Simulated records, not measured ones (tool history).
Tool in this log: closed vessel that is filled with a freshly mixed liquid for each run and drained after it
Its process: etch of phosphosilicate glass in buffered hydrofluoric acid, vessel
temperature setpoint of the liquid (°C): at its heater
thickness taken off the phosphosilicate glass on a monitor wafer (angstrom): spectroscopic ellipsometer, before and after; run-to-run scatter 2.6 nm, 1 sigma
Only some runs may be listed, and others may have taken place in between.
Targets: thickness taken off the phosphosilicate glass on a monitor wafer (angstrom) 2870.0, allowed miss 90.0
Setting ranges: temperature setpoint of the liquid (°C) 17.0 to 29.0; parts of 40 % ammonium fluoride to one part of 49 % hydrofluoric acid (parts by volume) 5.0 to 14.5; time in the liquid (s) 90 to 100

run,day,temperature setpoint of the liquid (°C),parts of 40 % ammonium fluoride to one part of 49 % hydrofluoric acid (parts by volume),time in the liquid (s),thickness taken off the phosphosilicate glass on a monitor wafer (angstrom)
1,0.000,21.0,9.0,90,4813.2
2,0.188,21.0,11.0,90,4236.6
3,0.358,21.0,11.0,100,4606.0
4,0.429,20.0,12.0,100,4063.2
5,0.650,19.0,12.5,100,3651.7
6,0.925,18.5,13.0,100,3354.5
7,1.250,18.0,13.0,100,3288.5
8,1.571,17.5,13.5,100,3093.7

Pick the move, out of 5, that brings all results within their allowed miss; only one does.
A,1.892,19.0,14.0,95,?
B,1.892,17.5,13.0,100,?
C,1.892,18.5,14.5,95,?
D,1.892,17.0,13.0,100,?
E,1.892,19.5,13.5,95,?

move,thickness taken off the phosphosilicate glass on a monitor wafer (angstrom)
A,3063.1
B,3184.9
C,2876.8
D,3095.3
E,3265.2
A: nearer the targets than the last run, but a result is still out of spec
B: lands further from the targets than the last run did
C: each result inside its tolerance
D: about as far from the targets as the last run
E: lands further from the targets than the last run did
Move C is the one to make.
